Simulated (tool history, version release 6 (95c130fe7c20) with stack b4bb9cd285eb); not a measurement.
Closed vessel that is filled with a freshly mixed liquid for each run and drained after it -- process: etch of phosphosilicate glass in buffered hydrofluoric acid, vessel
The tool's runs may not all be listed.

run  hour  temperature setpoint of the liquid (K)  parts of 40 % ammonium fluoride to one part of 49 % hydrofluoric acid (parts by volume)  time in the liquid (s)  thickness taken off the phosphosilicate glass on a monitor wafer (angstrom)
  1     0                                  298.15                                                                                     12.5                      90                                                                       5232.1
  2   1.8                                  298.15                                                                                       16                      90                                                                       4080.4
  3   7.2                                  298.15                                                                                     12.5                      90                                                                       5212.7
  4     8                                  298.15                                                                                     12.5                     100                                                                         5722
  5   9.5                                  299.65                                                                                     12.5                     100                                                                       6253.1
  6    12                                  300.65                                                                                       12                     100                                                                       6816.8

Expected results for the next run?
  7  16.9                                  301.65                                                                                     11.5                     100                                                                            ?

thickness taken off the phosphosilicate glass on a monitor wafer (angstrom): 7600.3

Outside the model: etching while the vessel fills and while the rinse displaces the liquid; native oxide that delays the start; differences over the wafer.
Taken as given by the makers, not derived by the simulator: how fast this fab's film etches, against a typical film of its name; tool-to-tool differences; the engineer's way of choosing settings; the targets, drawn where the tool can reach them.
